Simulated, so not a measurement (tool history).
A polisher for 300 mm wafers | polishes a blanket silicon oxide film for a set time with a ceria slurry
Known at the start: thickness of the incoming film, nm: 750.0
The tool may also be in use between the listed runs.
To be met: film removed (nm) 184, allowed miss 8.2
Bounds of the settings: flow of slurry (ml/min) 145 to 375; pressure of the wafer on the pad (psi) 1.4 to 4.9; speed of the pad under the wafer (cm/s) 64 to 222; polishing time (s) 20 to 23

| run | day | flow of slurry (ml/min) | pressure of the wafer on the pad (psi) | speed of the pad under the wafer (cm/s) | polishing time (s) | film removed (nm) |
|---|---|---|---|---|---|---|
| 1 | 0 | 240 | 3.1 | 142 | 23 | 128.53 |
| 2 | 0.029 | 210 | 3.1 | 142 | 23 | 127.37 |
| 3 | 0.292 | 210 | 2.7 | 142 | 23 | 112.76 |
| 4 | 0.417 | 210 | 2.9 | 142 | 23 | 118.92 |
| 5 | 0.792 | 210 | 3 | 142 | 23 | 124.47 |
| 6 | 1.096 | 210 | 3 | 172 | 23 | 144.78 |
| 7 | 1.254 | 210 | 3.1 | 172 | 23 | 150.56 |
| 8 | 1.533 | 210 | 3.2 | 172 | 23 | 154.14 |
| 9 | 1.896 | 210 | 3.3 | 172 | 23 | 157.36 |
| 10 | 2.15 | 210 | 3.4 | 172 | 23 | 161.92 |

4 next moves are on the table. One of them brings every result within its allowed miss. Which?
| A | 2.404 | 225 | 4.1 | 180 | 23 | ? |
| B | 2.404 | 220 | 4.3 | 180 | 22 | ? |
| C | 2.404 | 150 | 3.8 | 182 | 23 | ? |
| D | 2.404 | 205 | 3.8 | 194 | 23 | ? |

| move | film removed (nm) |
|---|---|
| A | 208.24 |
| B | 208.06 |
| C | 182.37 |
| D | 203.94 |
A: takes the result that was furthest off past its target
B: takes the result that was furthest off past its target
C: meets every target
D: takes the result that was furthest off past its target
Answer: C

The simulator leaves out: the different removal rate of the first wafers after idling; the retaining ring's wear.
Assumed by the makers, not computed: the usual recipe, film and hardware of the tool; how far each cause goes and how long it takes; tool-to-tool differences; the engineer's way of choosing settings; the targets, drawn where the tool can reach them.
